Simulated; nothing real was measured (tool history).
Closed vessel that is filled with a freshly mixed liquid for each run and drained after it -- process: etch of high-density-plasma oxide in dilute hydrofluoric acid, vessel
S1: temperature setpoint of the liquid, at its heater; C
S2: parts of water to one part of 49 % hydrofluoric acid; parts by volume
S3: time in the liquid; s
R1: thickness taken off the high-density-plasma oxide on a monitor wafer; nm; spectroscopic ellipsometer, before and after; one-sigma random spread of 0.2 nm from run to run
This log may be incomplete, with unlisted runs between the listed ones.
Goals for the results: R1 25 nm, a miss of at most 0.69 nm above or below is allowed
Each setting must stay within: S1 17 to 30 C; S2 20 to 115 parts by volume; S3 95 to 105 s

run 1 hour=0 | S1=22 S2=65 S3=95 | R1=12.854
run 2 hour=3.2 | S1=22 S2=80 S3=95 | R1=10.237
run 3 hour=6.8 | S1=19.5 S2=80 S3=95 | R1=9.3745
run 4 hour=10.2 | S1=19.5 S2=65 S3=95 | R1=11.51
run 5 hour=13.6 | S1=23 S2=55 S3=95 | R1=16.038
run 6 hour=19.7 | S1=26 S2=55 S3=95 | R1=18.026
run 7 hour=23.9 | S1=27 S2=50 S3=95 | R1=20.738
run 8 hour=32.5 | S1=28 S2=50 S3=95 | R1=21.487
run 9 hour=38.2 | S1=28.5 S2=50 S3=95 | R1=22.373
run 10 hour=39.3 | S1=29 S2=50 S3=95 | R1=22.79
run 11 hour=46.8 | S1=29.5 S2=50 S3=95 | R1=22.987
run 12 hour=49.2 | S1=30 S2=50 S3=95 | R1=23.626
run 13 hour=54.7 | S1=30 S2=45 S3=95 | R1=26.024
run 14 hour=60.7 | S1=29.5 S2=45 S3=95 | R1=25.745

Exactly one of the 4 candidate moves below puts every result within its allowed miss. Which one?
run A hour=66.7 | S1=27.5 S2=45 S3=95 | R1=?
run B hour=66.7 | S1=28 S2=40 S3=95 | R1=?
run C hour=66.7 | S1=28.5 S2=45 S3=100 | R1=?
run D hour=66.7 | S1=30 S2=50 S3=100 | R1=?

move=A R1=23.689
move=B R1=27.391
move=C R1=25.954
move=D R1=24.6
A: the result that was furthest off in the last run now lies on the other side of its target
B: the biggest miss grows against the last run
C: the biggest miss grows against the last run
D: all results land within tolerance of their targets
D meets every target.
